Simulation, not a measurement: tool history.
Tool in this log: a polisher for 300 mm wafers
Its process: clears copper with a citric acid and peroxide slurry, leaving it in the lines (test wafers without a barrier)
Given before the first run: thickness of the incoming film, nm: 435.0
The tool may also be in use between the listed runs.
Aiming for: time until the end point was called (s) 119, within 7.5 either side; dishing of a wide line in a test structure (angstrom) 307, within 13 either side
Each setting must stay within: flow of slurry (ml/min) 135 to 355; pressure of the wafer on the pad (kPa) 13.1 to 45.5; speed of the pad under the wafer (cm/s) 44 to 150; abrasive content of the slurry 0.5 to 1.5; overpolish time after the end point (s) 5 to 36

run,day,flow of slurry (ml/min),pressure of the wafer on the pad (kPa),speed of the pad under the wafer (cm/s),abrasive content of the slurry,overpolish time after the end point (s),time until the end point was called (s),dishing of a wide line in a test structure (angstrom)
1,0,225,29,96,1,18,191.44,212.23
2,0.258,270,29,96,1,18,188.04,213.85
3,0.283,270,29,82,1,18,211.15,202.41
4,0.383,270,29,104,1,18,177.16,221.97
5,0.425,270,29,104,1,14,170.5,191.57
6,0.617,270,29,104,0.9,14,177.74,189.22
7,0.754,255,37.2,108,0.8,23,151.32,270.01
8,0.842,260,45.5,112,0.8,23,120.21,292.62

Which single option among these 4 for the next run brings every result within its allowed miss of target? Just one does.
A,0.929,275,43.4,122,0.6,20,?,?
B,0.929,265,45.5,114,0.85,22,?,?
C,0.929,290,45.5,114,0.75,27,?,?
D,0.929,220,45.5,100,0.7,24,?,?

move,time until the end point was called (s),dishing of a wide line in a test structure (angstrom)
A,123.03,279.01
B,119.21,290.89
C,120.31,305.69
D,138.52,285.51
A: its largest miss is bigger than the last run's
B: its largest miss is bigger than the last run's
C: hits every target within its allowed miss
D: its largest miss is bigger than the last run's
The move that meets every target is C.
